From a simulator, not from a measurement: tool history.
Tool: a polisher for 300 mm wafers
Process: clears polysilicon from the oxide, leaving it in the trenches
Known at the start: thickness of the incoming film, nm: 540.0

run  hour  flow of slurry (ml/min)  pressure of the wafer on the pad (psi)  speed of the pad under the wafer (cm/s)  overpolish time after the end point (s)  time until the end point was called (s)  dishing of a wide line in a test structure (Å)
  1     0                      315                                     3.3                                       82                                       17                                   44.755                                          388.65
  2   6.4                      315                                     2.9                                       82                                       17                                   49.393                                          375.05
  3   9.8                      260                                     2.9                                       82                                       17                                    50.82                                          372.27
  4  13.1                      245                                     2.6                                       76                                       15                                   60.726                                          371.09
  5  15.8                      245                                     2.6                                       76                                       18                                   60.593                                          368.42
  6  24.6                      235                                     2.4                                       72                                       21                                   68.759                                          377.57
  7  28.7                      225                                     2.2                                       70                                       18                                   75.233                                             358
  8  35.7                      220                                     2.1                                       68                                       16                                   82.386                                          340.28
  9  41.6                      245                                       2                                       66                                       14                                   88.763                                          332.93

Forecast run 10:
 10  46.4                      290                                     1.9                                       66                                       12                                        ?                                               ?

Run 10 gave time until the end point was called (s) 93.532, dishing of a wide line in a test structure (Å) 303.95.
